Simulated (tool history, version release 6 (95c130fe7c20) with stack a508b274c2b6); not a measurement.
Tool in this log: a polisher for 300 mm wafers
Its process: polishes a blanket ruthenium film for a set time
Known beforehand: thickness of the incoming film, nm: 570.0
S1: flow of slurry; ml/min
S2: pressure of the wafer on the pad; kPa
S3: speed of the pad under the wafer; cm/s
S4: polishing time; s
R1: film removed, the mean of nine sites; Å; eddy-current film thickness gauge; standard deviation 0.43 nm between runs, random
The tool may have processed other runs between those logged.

| run | hour | S1 | S2 | S3 | S4 | R1 |
|---|---|---|---|---|---|---|
| 1 | 0.0 | 190 | 13.1 | 110 | 28 | 259.33 |
| 2 | 7.7 | 205 | 13.1 | 110 | 28 | 259.44 |
| 3 | 9.0 | 205 | 13.1 | 110 | 25 | 227.27 |
| 4 | 13.8 | 205 | 13.8 | 112 | 25 | 244.10 |
| 5 | 22.6 | 205 | 14.5 | 114 | 25 | 258.91 |
| 6 | 23.1 | 205 | 15.2 | 116 | 25 | 267.77 |
| 7 | 27.1 | 205 | 15.9 | 120 | 25 | 291.27 |
| 8 | 30.0 | 205 | 16.5 | 122 | 25 | 305.99 |
| 9 | 33.6 | 205 | 17.2 | 124 | 25 | 320.04 |

Expected results for the next run?
| 10 | 40.4 | 205 | 17.9 | 126 | 25 | ? |

{"run 10": {"R1": 331.84}}

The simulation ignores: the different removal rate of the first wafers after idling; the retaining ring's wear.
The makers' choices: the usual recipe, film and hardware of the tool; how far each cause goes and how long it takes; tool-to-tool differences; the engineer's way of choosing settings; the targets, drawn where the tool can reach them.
